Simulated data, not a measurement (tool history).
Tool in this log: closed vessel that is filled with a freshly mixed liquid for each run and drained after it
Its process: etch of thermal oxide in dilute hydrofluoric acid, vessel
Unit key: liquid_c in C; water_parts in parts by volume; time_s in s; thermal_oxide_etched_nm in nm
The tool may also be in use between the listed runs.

run 1 hour=0 | liquid_c=23 water_parts=45 time_s=500 | thermal_oxide_etched_nm=48.96
run 2 hour=9.3 | liquid_c=23 water_parts=45 time_s=535 | thermal_oxide_etched_nm=53.14
run 3 hour=18.6 | liquid_c=25 water_parts=40 time_s=535 | thermal_oxide_etched_nm=64.412
run 4 hour=27.8 | liquid_c=26.5 water_parts=40 time_s=535 | thermal_oxide_etched_nm=69.768
run 5 hour=32 | liquid_c=27.5 water_parts=40 time_s=535 | thermal_oxide_etched_nm=72.215
run 6 hour=34.6 | liquid_c=27.5 water_parts=40 time_s=535 | thermal_oxide_etched_nm=72.317
run 7 hour=40.7 | liquid_c=28.5 water_parts=40 time_s=535 | thermal_oxide_etched_nm=75.361
run 8 hour=43 | liquid_c=29 water_parts=40 time_s=535 | thermal_oxide_etched_nm=76.708
run 9 hour=45 | liquid_c=29.5 water_parts=40 time_s=535 | thermal_oxide_etched_nm=77.878

Predict the results of run 10:
run 10 hour=46.8 | liquid_c=30 water_parts=40 time_s=535 | thermal_oxide_etched_nm=?

Run 10 yielded thermal_oxide_etched_nm 79.943 nm.
